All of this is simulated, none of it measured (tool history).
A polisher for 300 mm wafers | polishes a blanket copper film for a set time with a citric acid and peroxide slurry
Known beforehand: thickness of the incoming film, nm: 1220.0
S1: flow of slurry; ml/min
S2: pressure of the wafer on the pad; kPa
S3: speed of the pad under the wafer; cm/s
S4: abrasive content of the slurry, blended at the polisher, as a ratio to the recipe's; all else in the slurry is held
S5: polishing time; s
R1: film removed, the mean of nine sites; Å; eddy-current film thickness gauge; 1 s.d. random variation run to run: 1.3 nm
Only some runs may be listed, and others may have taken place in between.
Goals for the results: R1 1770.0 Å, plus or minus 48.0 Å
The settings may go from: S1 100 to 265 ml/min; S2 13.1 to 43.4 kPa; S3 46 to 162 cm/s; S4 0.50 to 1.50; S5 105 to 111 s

{"run": 1, "hour": 0.0, "S1": 170, "S2": 28.3, "S3": 104, "S4": 1.0, "S5": 105, "R1": 3074.9}
{"run": 2, "hour": 2.9, "S1": 170, "S2": 28.3, "S3": 86, "S4": 1.0, "S5": 105, "R1": 2691.9}
{"run": 3, "hour": 9.5, "S1": 165, "S2": 25.5, "S3": 86, "S4": 1.0, "S5": 105, "R1": 2452.9}
{"run": 4, "hour": 10.1, "S1": 165, "S2": 25.5, "S3": 64, "S4": 1.0, "S5": 105, "R1": 2120.3}
{"run": 5, "hour": 11.9, "S1": 165, "S2": 25.5, "S3": 64, "S4": 1.1, "S5": 105, "R1": 2149.9}
{"run": 6, "hour": 13.2, "S1": 160, "S2": 24.1, "S3": 64, "S4": 1.1, "S5": 105, "R1": 2059.7}
{"run": 7, "hour": 18.2, "S1": 160, "S2": 22.8, "S3": 64, "S4": 1.1, "S5": 105, "R1": 1935.0}
{"run": 8, "hour": 25.0, "S1": 155, "S2": 22.1, "S3": 64, "S4": 1.1, "S5": 105, "R1": 1873.3}
{"run": 9, "hour": 26.9, "S1": 150, "S2": 22.1, "S3": 64, "S4": 1.1, "S5": 105, "R1": 1860.0}
{"run": 10, "hour": 30.1, "S1": 145, "S2": 22.1, "S3": 64, "S4": 1.1, "S5": 105, "R1": 1856.3}
{"run": 11, "hour": 34.6, "S1": 140, "S2": 22.1, "S3": 64, "S4": 1.1, "S5": 105, "R1": 1852.5}
{"run": 12, "hour": 40.5, "S1": 135, "S2": 22.1, "S3": 64, "S4": 1.1, "S5": 105, "R1": 1825.3}

Which one of the following 4 next-run settings gets every result inside its allowed miss? There is exactly one.
{"run": "A", "hour": 46.4, "S1": 100, "S2": 20.7, "S3": 72, "S4": 1.25, "S5": 105, "R1": "?"}
{"run": "B", "hour": 46.4, "S1": 125, "S2": 20.7, "S3": 74, "S4": 0.95, "S5": 111, "R1": "?"}
{"run": "C", "hour": 46.4, "S1": 180, "S2": 24.1, "S3": 46, "S4": 1.2, "S5": 110, "R1": "?"}
{"run": "D", "hour": 46.4, "S1": 155, "S2": 22.8, "S3": 62, "S4": 1.15, "S5": 105, "R1": "?"}

move=A R1=1791.7
move=B R1=1875.3
move=C R1=1926.9
move=D R1=1918.7
A: every result lands within tolerance
B: further off than the last run
C: further off than the last run
D: further off than the last run
The right move is A.
